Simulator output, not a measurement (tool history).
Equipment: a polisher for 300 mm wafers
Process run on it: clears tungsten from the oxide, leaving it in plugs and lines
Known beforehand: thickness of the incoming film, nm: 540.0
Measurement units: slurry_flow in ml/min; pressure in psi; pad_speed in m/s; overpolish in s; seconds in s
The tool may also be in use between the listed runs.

| run | hour | slurry_flow | pressure | pad_speed | slurry_solids | overpolish | seconds |
|---|---|---|---|---|---|---|---|
| 1 | 0 | 295 | 4.2 | 1.4 | 1 | 23 | 86.115 |
| 2 | 6.3 | 335 | 4.2 | 1.4 | 1 | 23 | 84.094 |
| 3 | 8.1 | 335 | 4.2 | 1.22 | 1 | 23 | 97.481 |
| 4 | 15.7 | 335 | 3.5 | 1.22 | 1 | 23 | 119.1 |
| 5 | 22.8 | 400 | 3.5 | 1.22 | 1 | 23 | 117.12 |
| 6 | 28.6 | 400 | 3.5 | 1.22 | 1 | 25 | 117.91 |
| 7 | 35.8 | 400 | 3.3 | 1.2 | 1 | 25 | 127.13 |
| 8 | 40.1 | 400 | 3.2 | 1.18 | 1 | 25 | 130.6 |
| 9 | 48.4 | 400 | 3.1 | 1.16 | 1 | 25 | 135.5 |
| 10 | 57.1 | 400 | 3 | 1.14 | 1 | 25 | 149.66 |
| 11 | 62.5 | 400 | 2.9 | 1.14 | 1 | 25 | 150.75 |

Predict the results of run 12:
| 12 | 66.9 | 400 | 2.8 | 1.14 | 1 | 25 | ? |

seconds: 151.73 s

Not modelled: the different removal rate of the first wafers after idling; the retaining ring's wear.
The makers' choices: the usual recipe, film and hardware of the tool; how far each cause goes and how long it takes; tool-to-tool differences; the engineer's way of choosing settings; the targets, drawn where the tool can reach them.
